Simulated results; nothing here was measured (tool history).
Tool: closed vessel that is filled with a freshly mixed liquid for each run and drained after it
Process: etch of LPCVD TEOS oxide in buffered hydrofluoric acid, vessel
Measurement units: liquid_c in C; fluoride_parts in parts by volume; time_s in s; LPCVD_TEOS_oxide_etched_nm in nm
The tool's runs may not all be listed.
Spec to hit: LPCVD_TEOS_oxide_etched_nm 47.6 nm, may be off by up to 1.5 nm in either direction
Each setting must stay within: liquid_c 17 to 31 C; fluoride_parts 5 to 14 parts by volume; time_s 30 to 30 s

run	hour	liquid_c	fluoride_parts	time_s	LPCVD_TEOS_oxide_etched_nm
1	0	23	8.5	30	61.051
2	1.4	22	8.5	30	57.267
3	7.4	22	8.5	30	56.746
4	10.3	22	10	30	49.404
5	12.6	24	10	30	55.874
6	16.4	23.5	10	30	55.266
# hour 22.3: hydrofluoric acid flow meter replaced
7	22.3	23	10	30	57.991
8	30.5	22.5	10	30	55.431
9	36.2	22	10	30	53.731
10	38.9	21.5	10	30	52.784
11	40.6	21	10	30	51.983
12	42.6	19	10	30	46.431

Exercise: of the 4 proposed moves below, exactly one satisfies all targets within the stated allowed misses. Which move is it?
A	44.6	19.5	10.5	30	?
B	44.6	18	10	30	?
C	44.6	19	10.5	30	?
D	44.6	17.5	8.5	30	?

move	LPCVD_TEOS_oxide_etched_nm
A	45.381
B	43.725
C	44.122
D	48.329
A: the biggest miss grows against the last run
B: the biggest miss grows against the last run
C: the biggest miss grows against the last run
D: each result inside its tolerance
Move D is the one to make.
